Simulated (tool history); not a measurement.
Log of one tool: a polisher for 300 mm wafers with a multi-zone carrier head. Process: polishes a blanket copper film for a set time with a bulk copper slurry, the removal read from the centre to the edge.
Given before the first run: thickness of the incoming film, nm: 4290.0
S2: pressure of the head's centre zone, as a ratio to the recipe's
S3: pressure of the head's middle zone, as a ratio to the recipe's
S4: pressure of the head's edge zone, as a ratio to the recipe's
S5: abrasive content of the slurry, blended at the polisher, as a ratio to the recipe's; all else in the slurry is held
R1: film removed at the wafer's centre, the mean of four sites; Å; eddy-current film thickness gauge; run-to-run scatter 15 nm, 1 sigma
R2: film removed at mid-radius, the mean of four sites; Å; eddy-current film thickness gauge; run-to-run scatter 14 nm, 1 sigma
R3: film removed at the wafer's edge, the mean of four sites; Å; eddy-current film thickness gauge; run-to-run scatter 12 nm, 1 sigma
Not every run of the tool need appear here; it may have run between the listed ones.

Run 1, day 0: flow of slurry (ml/min) 220, S2 1, S3 1, S4 1, S5 1, polishing time (s) 66. Result: R1 7301.7 Å, R2 7393.4 Å, R3 7327.6 Å.
Run 2, day 0.317: flow of slurry (ml/min) 230, S2 1.05, S3 1.05, S4 1, S5 1.15, polishing time (s) 68. Result: R1 8132.6 Å, R2 8139.9 Å, R3 7929.9 Å.
Run 3, day 0.575: flow of slurry (ml/min) 230, S2 1.05, S3 1.05, S4 1, S5 1.25, polishing time (s) 68. Result: R1 8648.2 Å, R2 8188.6 Å, R3 8067.8 Å.
Run 4, day 0.746: flow of slurry (ml/min) 240, S2 1.07, S3 1.1, S4 0.97, S5 1.3, polishing time (s) 70. Result: R1 9047.7 Å, R2 8876.9 Å, R3 8188.7 Å.
Run 5, day 1.108: flow of slurry (ml/min) 190, S2 1.07, S3 1.1, S4 0.97, S5 1.3, polishing time (s) 70. Result: R1 8571.7 Å, R2 8545.9 Å, R3 8090.1 Å.
Run 6, day 1.183: flow of slurry (ml/min) 215, S2 1.09, S3 1.13, S4 0.96, S5 1.35, polishing time (s) 71. Result: R1 9031.8 Å, R2 9573 Å, R3 8163.5 Å.
Run 7, day 1.388: flow of slurry (ml/min) 230, S2 1.11, S3 1.13, S4 0.98, S5 1.4, polishing time (s) 71. Result: R1 9545.5 Å, R2 9563.3 Å, R3 8442.5 Å.
Run 8, day 1.512: flow of slurry (ml/min) 240, S2 1.13, S3 1.14, S4 0.99, S5 1.45, polishing time (s) 71. Result: R1 9625.9 Å, R2 9938 Å, R3 8592.7 Å.
Run 9, day 1.558: flow of slurry (ml/min) 240, S2 1.13, S3 1.14, S4 0.99, S5 1.45, polishing time (s) 71. Result: R1 9822.7 Å, R2 9533.4 Å, R3 8567.2 Å.

Run 10 comes next. What will it give?
Run 10, day 1.758: flow of slurry (ml/min) 250, S2 1.14, S3 1.15, S4 0.99, S5 1.45, polishing time (s) 72. Result: R1 ?, R2 ?, R3 ?.

R1: 10176 Å
R2: 9842.5 Å
R3: 8763.1 Å

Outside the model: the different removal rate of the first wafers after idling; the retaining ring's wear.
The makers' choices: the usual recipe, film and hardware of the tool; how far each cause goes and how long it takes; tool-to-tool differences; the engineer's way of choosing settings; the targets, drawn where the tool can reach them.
